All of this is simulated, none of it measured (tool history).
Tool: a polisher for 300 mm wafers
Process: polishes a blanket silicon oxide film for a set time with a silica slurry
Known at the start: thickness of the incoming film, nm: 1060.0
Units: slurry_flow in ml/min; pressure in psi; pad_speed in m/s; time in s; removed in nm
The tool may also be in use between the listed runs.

run,hour,slurry_flow,pressure,pad_speed,slurry_solids,time,removed
1,0,300,3.8,1.12,1,108,310.84
2,2.1,300,3.8,0.92,1,108,274.87
3,11.1,335,3.8,0.92,1,108,274.3
4,19.9,335,3.8,0.92,0.9,108,267.41
5,25.8,335,3.8,0.92,0.75,108,246.69
6,31.8,335,3.4,0.9,0.75,108,221.09

Run 7 comes next. What will it give?
7,40.6,335,3.1,0.88,0.75,108,?

Run 7 gave removed 197.5 nm.
